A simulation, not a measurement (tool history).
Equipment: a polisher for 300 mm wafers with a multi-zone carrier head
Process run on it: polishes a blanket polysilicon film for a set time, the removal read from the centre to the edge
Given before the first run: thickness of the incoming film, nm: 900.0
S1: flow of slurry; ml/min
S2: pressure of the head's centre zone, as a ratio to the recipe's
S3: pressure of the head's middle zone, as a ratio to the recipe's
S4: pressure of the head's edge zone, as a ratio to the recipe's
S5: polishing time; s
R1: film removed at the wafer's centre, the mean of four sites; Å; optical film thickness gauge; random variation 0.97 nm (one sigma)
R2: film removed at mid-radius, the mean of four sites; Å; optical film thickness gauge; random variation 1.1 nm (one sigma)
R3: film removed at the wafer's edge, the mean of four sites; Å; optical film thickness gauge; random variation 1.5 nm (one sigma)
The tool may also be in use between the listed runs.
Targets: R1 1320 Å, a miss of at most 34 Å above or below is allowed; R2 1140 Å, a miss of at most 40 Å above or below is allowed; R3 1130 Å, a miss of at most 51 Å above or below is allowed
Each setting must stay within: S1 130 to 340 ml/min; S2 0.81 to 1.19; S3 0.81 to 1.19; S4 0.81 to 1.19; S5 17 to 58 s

Run 1, hour 0: S1 220 ml/min, S2 1, S3 1, S4 1, S5 37 s. Result: R1 2324.7 Å, R2 2092.5 Å, R3 2085.4 Å.
Run 2, hour 1.4: S1 220 ml/min, S2 0.99, S3 0.98, S4 0.96, S5 32 s. Result: R1 2019.8 Å, R2 1751.3 Å, R3 1806.3 Å.
Run 3, hour 5.8: S1 220 ml/min, S2 0.99, S3 0.98, S4 0.9, S5 32 s. Result: R1 2006.4 Å, R2 1802.8 Å, R3 1757.3 Å.
Run 4, hour 14: S1 215 ml/min, S2 0.99, S3 0.97, S4 0.88, S5 28 s. Result: R1 1738.7 Å, R2 1533.4 Å, R3 1509.9 Å.
Run 5, hour 19.4: S1 205 ml/min, S2 0.99, S3 0.96, S4 0.86, S5 26 s. Result: R1 1591.5 Å, R2 1432 Å, R3 1381.6 Å.
Run 6, hour 24.2: S1 155 ml/min, S2 0.99, S3 0.96, S4 0.86, S5 26 s. Result: R1 1499.1 Å, R2 1348.8 Å, R3 1366.5 Å.
Run 7, hour 26.7: S1 170 ml/min, S2 0.99, S3 0.95, S4 0.85, S5 24 s. Result: R1 1430.2 Å, R2 1256.3 Å, R3 1211.2 Å.
Run 8, hour 33.6: S1 165 ml/min, S2 0.98, S3 0.94, S4 0.84, S5 24 s. Result: R1 1421.5 Å, R2 1244.4 Å, R3 1221.5 Å.
Run 9, hour 38.7: S1 160 ml/min, S2 0.97, S3 0.93, S4 0.83, S5 24 s. Result: R1 1385.1 Å, R2 1206.3 Å, R3 1207.6 Å.
At hour 39.6: centre zone pressure recalibrated.
Run 10, hour 39.6: S1 160 ml/min, S2 0.97, S3 0.93, S4 0.82, S5 24 s. Result: R1 1240.1 Å, R2 1210.4 Å, R3 1247.2 Å.
Run 11, hour 40.7: S1 170 ml/min, S2 0.98, S3 0.92, S4 0.82, S5 23 s. Result: R1 1234.9 Å, R2 1170.6 Å, R3 1175 Å.
Run 12, hour 41.4: S1 210 ml/min, S2 1.03, S3 0.87, S4 0.81, S5 23 s. Result: R1 1347.1 Å, R2 1172.3 Å, R3 1183.4 Å.

Which of these 5 next moves meets every target?
Run A, hour 42.1: S1 135 ml/min, S2 1.11, S3 0.96, S4 0.86, S5 23 s. Result: R1 ?, R2 ?, R3 ?.
Run B, hour 42.1: S1 260 ml/min, S2 1.19, S3 0.99, S4 0.87, S5 20 s. Result: R1 ?, R2 ?, R3 ?.
Run C, hour 42.1: S1 225 ml/min, S2 1.15, S3 0.93, S4 0.87, S5 21 s. Result: R1 ?, R2 ?, R3 ?.
Run D, hour 42.1: S1 250 ml/min, S2 1.02, S3 0.91, S4 0.82, S5 23 s. Result: R1 ?, R2 ?, R3 ?.
Run E, hour 42.1: S1 195 ml/min, S2 1.03, S3 0.87, S4 0.84, S5 24 s. Result: R1 ?, R2 ?, R3 ?.

move      R1      R2      R3
   A  1303.6  1145.1  1171.2
   B  1388.6  1145.3  1115.3
   C  1379.1  1127.8  1155.5
   D  1359.4  1233.9  1245.9
   E  1375.9  1202.9  1279.9
A: meets every target
B: brings the result that was furthest off to its target, and leaves another outside
C: brings the result that was furthest off to its target, and leaves another outside
D: its largest miss is bigger than the last run's
E: its largest miss is bigger than the last run's
Answer: A

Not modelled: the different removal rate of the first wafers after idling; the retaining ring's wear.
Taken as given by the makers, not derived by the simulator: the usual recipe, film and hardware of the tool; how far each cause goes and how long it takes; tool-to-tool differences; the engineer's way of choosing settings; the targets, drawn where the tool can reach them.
